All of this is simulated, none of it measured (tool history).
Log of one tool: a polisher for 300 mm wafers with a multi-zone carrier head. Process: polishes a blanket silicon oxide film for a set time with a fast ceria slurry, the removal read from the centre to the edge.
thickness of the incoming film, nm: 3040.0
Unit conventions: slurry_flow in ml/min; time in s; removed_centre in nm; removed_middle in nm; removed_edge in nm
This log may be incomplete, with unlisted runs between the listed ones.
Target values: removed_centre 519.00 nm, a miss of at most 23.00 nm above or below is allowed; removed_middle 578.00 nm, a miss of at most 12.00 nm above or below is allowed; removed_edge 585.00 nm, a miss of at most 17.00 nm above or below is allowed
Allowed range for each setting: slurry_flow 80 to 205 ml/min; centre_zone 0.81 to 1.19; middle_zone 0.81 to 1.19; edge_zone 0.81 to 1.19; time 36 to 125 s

{"run": 1, "hour": 0.0, "slurry_flow": 135, "centre_zone": 1.0, "middle_zone": 1.0, "edge_zone": 1.0, "time": 80, "removed_centre": 676.5, "removed_middle": 680.68, "removed_edge": 686.69}
{"run": 2, "hour": 2.8, "slurry_flow": 135, "centre_zone": 1.0, "middle_zone": 1.0, "edge_zone": 1.0, "time": 68, "removed_centre": 584.36, "removed_middle": 573.93, "removed_edge": 586.99}
{"run": 3, "hour": 9.6, "slurry_flow": 135, "centre_zone": 1.0, "middle_zone": 1.0, "edge_zone": 1.07, "time": 68, "removed_centre": 587.21, "removed_middle": 583.91, "removed_edge": 618.44}
{"run": 4, "hour": 10.2, "slurry_flow": 135, "centre_zone": 1.0, "middle_zone": 1.09, "edge_zone": 1.07, "time": 68, "removed_centre": 593.56, "removed_middle": 608.43, "removed_edge": 607.89}
{"run": 5, "hour": 14.6, "slurry_flow": 125, "centre_zone": 0.98, "middle_zone": 1.09, "edge_zone": 1.07, "time": 68, "removed_centre": 551.81, "removed_middle": 605.41, "removed_edge": 609.12}
{"run": 6, "hour": 19.4, "slurry_flow": 120, "centre_zone": 0.98, "middle_zone": 1.09, "edge_zone": 1.06, "time": 68, "removed_centre": 555.45, "removed_middle": 600.67, "removed_edge": 606.63}
{"run": 7, "hour": 21.2, "slurry_flow": 115, "centre_zone": 0.98, "middle_zone": 1.09, "edge_zone": 1.05, "time": 68, "removed_centre": 549.76, "removed_middle": 606.93, "removed_edge": 588.4}
{"run": 8, "hour": 25.5, "slurry_flow": 110, "centre_zone": 0.97, "middle_zone": 1.07, "edge_zone": 1.05, "time": 68, "removed_centre": 545.42, "removed_middle": 587.9, "removed_edge": 588.19}

Of the 5 settings listed for the next run, only one would bring every result within its allowed miss of target. Which one?
{"run": "A", "hour": 29.8, "slurry_flow": 115, "centre_zone": 0.94, "middle_zone": 1.06, "edge_zone": 1.07, "time": 67, "removed_centre": "?", "removed_middle": "?", "removed_edge": "?"}
{"run": "B", "hour": 29.8, "slurry_flow": 120, "centre_zone": 1.03, "middle_zone": 1.11, "edge_zone": 0.98, "time": 67, "removed_centre": "?", "removed_middle": "?", "removed_edge": "?"}
{"run": "C", "hour": 29.8, "slurry_flow": 160, "centre_zone": 0.99, "middle_zone": 1.09, "edge_zone": 1.07, "time": 65, "removed_centre": "?", "removed_middle": "?", "removed_edge": "?"}
{"run": "D", "hour": 29.8, "slurry_flow": 150, "centre_zone": 0.93, "middle_zone": 1.05, "edge_zone": 0.99, "time": 68, "removed_centre": "?", "removed_middle": "?", "removed_edge": "?"}
{"run": "E", "hour": 29.8, "slurry_flow": 90, "centre_zone": 1.03, "middle_zone": 1.09, "edge_zone": 0.92, "time": 70, "removed_centre": "?", "removed_middle": "?", "removed_edge": "?"}

move=A removed_centre=509.64 removed_middle=584.14 removed_edge=592.17
move=B removed_centre=562.51 removed_middle=607.28 removed_edge=569.16
move=C removed_centre=546.27 removed_middle=602.90 removed_edge=591.61
move=D removed_centre=531.66 removed_middle=609.19 removed_edge=592.67
move=E removed_centre=563.01 removed_middle=603.04 removed_edge=562.48
A: hits every target within its allowed miss
B: the biggest miss grows against the last run
C: the biggest miss grows against the last run
D: brings the result that was furthest off to its target, and leaves another outside
E: the biggest miss grows against the last run
The move that meets every target is A.
